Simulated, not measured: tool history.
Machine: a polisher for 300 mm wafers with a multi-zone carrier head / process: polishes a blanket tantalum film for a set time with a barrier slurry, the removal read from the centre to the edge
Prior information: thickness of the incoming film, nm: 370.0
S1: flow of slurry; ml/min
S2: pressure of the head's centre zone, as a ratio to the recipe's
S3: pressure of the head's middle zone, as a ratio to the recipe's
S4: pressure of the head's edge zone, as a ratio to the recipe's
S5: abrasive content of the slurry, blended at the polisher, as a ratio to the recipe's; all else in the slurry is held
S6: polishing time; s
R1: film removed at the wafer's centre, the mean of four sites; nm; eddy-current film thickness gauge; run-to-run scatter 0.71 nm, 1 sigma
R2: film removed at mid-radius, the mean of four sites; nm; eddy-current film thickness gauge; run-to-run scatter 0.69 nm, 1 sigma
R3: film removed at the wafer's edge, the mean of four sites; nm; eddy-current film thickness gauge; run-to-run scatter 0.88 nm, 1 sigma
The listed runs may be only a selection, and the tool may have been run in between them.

run 1 hour=0.0 | S1=245 S2=1.00 S3=1.00 S4=1.00 S5=1.00 S6=62 | R1=121.380 R2=119.100 R3=122.000
run 2 hour=8.5 | S1=190 S2=1.00 S3=1.00 S4=1.00 S5=1.00 S6=62 | R1=114.940 R2=115.540 R3=116.180
run 3 hour=9.3 | S1=190 S2=1.00 S3=0.96 S4=1.00 S5=1.00 S6=62 | R1=115.810 R2=111.120 R3=115.400
run 4 hour=15.5 | S1=180 S2=0.98 S3=0.98 S4=0.95 S5=0.85 S6=61 | R1=104.920 R2=104.900 R3=105.100
run 5 hour=19.1 | S1=180 S2=0.98 S3=0.98 S4=0.95 S5=0.75 S6=61 | R1=100.800 R2=100.400 R3=101.580
run 6 hour=27.1 | S1=145 S2=0.98 S3=0.98 S4=0.95 S5=0.75 S6=61 | R1=94.228 R2=94.827 R3=97.931

Expected results for the next run?
run 7 hour=32.0 | S1=150 S2=0.97 S3=1.01 S4=0.91 S5=0.70 S6=61 | R1=? R2=? R3=?

{"run 7": {"R1": 93.29, "R2": 97.556, "R3": 93.334}}
